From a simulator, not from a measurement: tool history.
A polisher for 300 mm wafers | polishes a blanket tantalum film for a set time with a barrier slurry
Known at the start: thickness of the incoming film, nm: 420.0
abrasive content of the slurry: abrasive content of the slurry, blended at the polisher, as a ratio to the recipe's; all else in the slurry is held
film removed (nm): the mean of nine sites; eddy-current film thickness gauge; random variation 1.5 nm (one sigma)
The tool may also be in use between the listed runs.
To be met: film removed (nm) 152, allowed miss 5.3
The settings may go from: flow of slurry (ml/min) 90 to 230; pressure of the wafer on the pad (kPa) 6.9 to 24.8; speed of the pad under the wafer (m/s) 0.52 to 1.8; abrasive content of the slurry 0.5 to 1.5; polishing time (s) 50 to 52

run,day,flow of slurry (ml/min),pressure of the wafer on the pad (kPa),speed of the pad under the wafer (m/s),abrasive content of the slurry,polishing time (s),film removed (nm)
1,0,150,15.9,1.16,1,50,112.05
2,0.071,150,15.9,1.06,1,50,102
3,0.271,150,15.9,1.06,1,52,105.54
4,0.512,155,17.2,1.06,1,52,116.24
5,0.858,155,20.7,1.06,1,52,141.05
6,1.046,155,20.7,1.32,1,52,172.93
7,1.338,155,20,1.32,1,52,166.27
8,1.404,155,19.3,1.32,1,52,162.15
9,1.671,150,19.3,1.32,1,52,162.79

Which of these 4 next moves meets every target?
A,1.938,135,20.7,1.44,1,51,?
B,1.938,150,17.9,1.52,1.05,52,?
C,1.938,160,17.9,1.42,0.95,50,?
D,1.938,115,18.6,1.6,1.1,52,?

move,film removed (nm)
A,177.15
B,170.69
C,152.52
D,177.12
A: further off than the last run
B: further off than the last run
C: meets every target
D: further off than the last run
Move C is the one to make.
